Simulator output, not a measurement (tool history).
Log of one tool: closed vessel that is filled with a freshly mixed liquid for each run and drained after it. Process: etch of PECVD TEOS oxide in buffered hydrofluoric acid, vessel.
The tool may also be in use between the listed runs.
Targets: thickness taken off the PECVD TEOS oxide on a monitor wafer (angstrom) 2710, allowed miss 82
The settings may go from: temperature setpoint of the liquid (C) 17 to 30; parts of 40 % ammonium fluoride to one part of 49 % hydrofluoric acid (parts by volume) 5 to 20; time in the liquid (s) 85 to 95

run	hour	temperature setpoint of the liquid (C)	parts of 40 % ammonium fluoride to one part of 49 % hydrofluoric acid (parts by volume)	time in the liquid (s)	thickness taken off the PECVD TEOS oxide on a monitor wafer (angstrom)
1	0	22	12	85	1833.8
2	3.2	23.5	12	85	1987.3
3	11.4	23.5	10.5	85	2218.4
4	19.5	24.5	10.5	85	2317.4
5	27.1	28	10.5	85	2842.5
6	32.2	25	10.5	85	2396.4
7	35.7	25.5	10.5	85	2508.7
8	37	26	10.5	85	2546.7

5 next moves are on the table. One of them brings every result within its allowed miss. Which?
A	38.3	26	11.5	85	?
B	38.3	25.5	9	85	?
C	38.3	24.5	9	85	?
D	38.3	23.5	10	85	?
E	38.3	22.5	9	85	?

move	thickness taken off the PECVD TEOS oxide on a monitor wafer (angstrom)
A	2439.3
B	2939.6
C	2784.7
D	2356
E	2496.4
A: further off than the last run
B: takes the result that was furthest off past its target
C: meets every target
D: further off than the last run
E: further off than the last run
The right move is C.

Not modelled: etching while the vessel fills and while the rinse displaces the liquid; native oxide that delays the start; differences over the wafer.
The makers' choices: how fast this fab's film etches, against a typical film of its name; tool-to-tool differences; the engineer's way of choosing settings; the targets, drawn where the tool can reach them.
